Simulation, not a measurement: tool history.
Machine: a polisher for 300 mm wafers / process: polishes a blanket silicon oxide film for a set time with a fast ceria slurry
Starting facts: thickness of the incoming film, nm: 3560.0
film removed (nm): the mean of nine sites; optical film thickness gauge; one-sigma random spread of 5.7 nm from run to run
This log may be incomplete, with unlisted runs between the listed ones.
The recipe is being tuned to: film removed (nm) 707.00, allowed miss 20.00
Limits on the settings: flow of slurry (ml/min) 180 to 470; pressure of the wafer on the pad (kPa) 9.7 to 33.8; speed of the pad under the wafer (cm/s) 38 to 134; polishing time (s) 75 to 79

| run | hour | flow of slurry (ml/min) | pressure of the wafer on the pad (kPa) | speed of the pad under the wafer (cm/s) | polishing time (s) | film removed (nm) |
|---|---|---|---|---|---|---|
| 1 | 0.0 | 300 | 21.4 | 86 | 75 | 1221.10 |
| 2 | 7.5 | 300 | 21.4 | 72 | 75 | 1047.90 |
| 3 | 10.1 | 300 | 21.4 | 72 | 79 | 1096.50 |
| 4 | 14.2 | 300 | 19.3 | 72 | 79 | 995.29 |
| 5 | 15.2 | 300 | 23.4 | 72 | 79 | 1194.90 |
| 6 | 23.2 | 250 | 23.4 | 72 | 79 | 1163.90 |
| 7 | 27.8 | 240 | 20.7 | 72 | 79 | 1041.40 |
| 8 | 36.5 | 240 | 18.6 | 72 | 79 | 941.50 |
| 9 | 44.7 | 235 | 17.2 | 72 | 79 | 873.89 |
| 10 | 53.1 | 230 | 12.4 | 72 | 79 | 633.90 |
| 11 | 60.6 | 235 | 13.1 | 72 | 79 | 668.62 |
| 12 | 66.3 | 240 | 13.1 | 72 | 79 | 670.22 |

Exactly one of the 5 candidate moves below puts every result within its allowed miss. Which one?
| A | 72.0 | 235 | 13.1 | 70 | 79 | ? |
| B | 72.0 | 230 | 12.4 | 70 | 79 | ? |
| C | 72.0 | 205 | 13.8 | 74 | 79 | ? |
| D | 72.0 | 270 | 13.1 | 70 | 76 | ? |
| E | 72.0 | 230 | 12.4 | 76 | 79 | ? |

| move | film removed (nm) |
|---|---|
| A | 662.54 |
| B | 628.54 |
| C | 725.34 |
| D | 644.38 |
| E | 680.44 |
A: further off than the last run
B: further off than the last run
C: every result lands within tolerance
D: further off than the last run
E: nearer than the last run, and not there yet
Answer: C
